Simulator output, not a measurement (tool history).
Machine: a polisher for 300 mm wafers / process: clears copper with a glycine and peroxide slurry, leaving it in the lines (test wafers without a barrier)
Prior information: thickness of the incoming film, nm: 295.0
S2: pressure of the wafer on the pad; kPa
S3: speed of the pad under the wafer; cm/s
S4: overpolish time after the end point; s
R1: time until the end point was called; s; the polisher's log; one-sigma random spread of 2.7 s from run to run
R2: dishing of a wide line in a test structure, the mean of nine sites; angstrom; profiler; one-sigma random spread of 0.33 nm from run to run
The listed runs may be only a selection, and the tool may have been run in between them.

run 1 hour=0 | flow_of_slurry_(ml/min)=240 S2=12.4 S3=106 S4=9 | R1=83.972 R2=269.18
run 2 hour=1.5 | flow_of_slurry_(ml/min)=240 S2=10.3 S3=102 S4=9 | R1=98.912 R2=230.89
run 3 hour=8.4 | flow_of_slurry_(ml/min)=240 S2=10.3 S3=112 S4=9 | R1=89.751 R2=248.2
run 4 hour=10.6 | flow_of_slurry_(ml/min)=300 S2=10.3 S3=112 S4=9 | R1=90.857 R2=254.06
run 5 hour=14.6 | flow_of_slurry_(ml/min)=300 S2=10.3 S3=136 S4=9 | R1=78.412 R2=282.34
run 6 hour=15.7 | flow_of_slurry_(ml/min)=300 S2=9 S3=124 S4=9 | R1=92.649 R2=255.51
-- hour=19.4 worn pad replaced by a new one
run 7 hour=19.4 | flow_of_slurry_(ml/min)=300 S2=8.3 S3=114 S4=8 | R1=94.462 R2=199.46
run 8 hour=26 | flow_of_slurry_(ml/min)=265 S2=5.5 S3=84 S4=11 | R1=151.04 R2=189.92

Run 9 comes next. What will it give?
run 9 hour=27 | flow_of_slurry_(ml/min)=265 S2=5.5 S3=84 S4=10 | R1=? R2=?

{"run 9": {"R1": 148.16, "R2": 167.89}}
